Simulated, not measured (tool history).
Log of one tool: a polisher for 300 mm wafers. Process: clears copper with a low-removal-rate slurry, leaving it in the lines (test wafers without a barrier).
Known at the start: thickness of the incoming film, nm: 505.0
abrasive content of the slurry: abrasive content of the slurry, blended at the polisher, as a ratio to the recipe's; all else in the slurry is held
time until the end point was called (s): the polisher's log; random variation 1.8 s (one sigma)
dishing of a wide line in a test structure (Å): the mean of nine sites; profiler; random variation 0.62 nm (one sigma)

run	day	flow of slurry (ml/min)	pressure of the wafer on the pad (psi)	speed of the pad under the wafer (m/s)	abrasive content of the slurry	overpolish time after the end point (s)	time until the end point was called (s)	dishing of a wide line in a test structure (Å)
1	0.000	255	2.4	1.28	1.0	23	149.71	444.76
2	0.038	255	2.2	1.28	1.0	23	157.03	420.43
3	0.400	255	1.7	1.28	1.0	23	199.86	337.53
4	0.767	255	1.7	1.28	1.2	23	189.70	359.25
5	0.979	255	1.9	1.30	1.2	21	168.12	371.40
6	1.354	255	1.7	1.30	1.2	21	187.10	341.45
7	1.571	255	1.9	1.32	1.2	20	159.75	357.54

Forecast run 8:
8	1.858	255	1.9	1.32	1.2	20	?	?

Run 8 gave time until the end point was called (s) 169.87, dishing of a wide line in a test structure (Å) 362.38.
